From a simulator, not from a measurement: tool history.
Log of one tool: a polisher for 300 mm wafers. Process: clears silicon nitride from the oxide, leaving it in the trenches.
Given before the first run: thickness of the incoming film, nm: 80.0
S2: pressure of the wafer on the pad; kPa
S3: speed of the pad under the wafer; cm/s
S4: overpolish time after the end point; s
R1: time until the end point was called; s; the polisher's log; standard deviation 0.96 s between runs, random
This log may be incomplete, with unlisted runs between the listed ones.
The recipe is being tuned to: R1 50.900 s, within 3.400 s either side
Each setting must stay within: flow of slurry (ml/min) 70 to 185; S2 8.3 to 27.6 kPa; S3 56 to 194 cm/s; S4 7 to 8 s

{"run": 1, "hour": 0.0, "flow of slurry (ml/min)": 120, "S2": 17.9, "S3": 124, "S4": 8, "R1": 68.326}
{"run": 2, "hour": 2.2, "flow of slurry (ml/min)": 120, "S2": 19.3, "S3": 126, "S4": 8, "R1": 63.6}
{"run": 3, "hour": 5.2, "flow of slurry (ml/min)": 120, "S2": 15.9, "S3": 126, "S4": 8, "R1": 77.251}
{"run": 4, "hour": 8.4, "flow of slurry (ml/min)": 120, "S2": 17.9, "S3": 128, "S4": 8, "R1": 68.138}
{"run": 5, "hour": 9.4, "flow of slurry (ml/min)": 120, "S2": 17.9, "S3": 128, "S4": 7, "R1": 67.571}
{"run": 6, "hour": 12.0, "flow of slurry (ml/min)": 120, "S2": 17.9, "S3": 128, "S4": 8, "R1": 67.006}
{"run": 7, "hour": 15.6, "flow of slurry (ml/min)": 120, "S2": 19.3, "S3": 130, "S4": 8, "R1": 62.41}
{"run": 8, "hour": 24.3, "flow of slurry (ml/min)": 120, "S2": 20.7, "S3": 132, "S4": 8, "R1": 58.753}

Which of these 4 next moves meets every target?
{"run": "A", "hour": 33.0, "flow of slurry (ml/min)": 95, "S2": 23.4, "S3": 104, "S4": 7, "R1": "?"}
{"run": "B", "hour": 33.0, "flow of slurry (ml/min)": 140, "S2": 20.0, "S3": 150, "S4": 8, "R1": "?"}
{"run": "C", "hour": 33.0, "flow of slurry (ml/min)": 140, "S2": 26.9, "S3": 132, "S4": 8, "R1": "?"}
{"run": "D", "hour": 33.0, "flow of slurry (ml/min)": 120, "S2": 23.4, "S3": 148, "S4": 8, "R1": "?"}

move=A R1=66.207
move=B R1=50.656
move=C R1=42.827
move=D R1=45.188
A: misses by more than the last run did
B: meets every target
C: the result that was furthest off in the last run now lies on the other side of its target
D: the result that was furthest off in the last run now lies on the other side of its target
So the answer is move B, the one that meets all the targets.
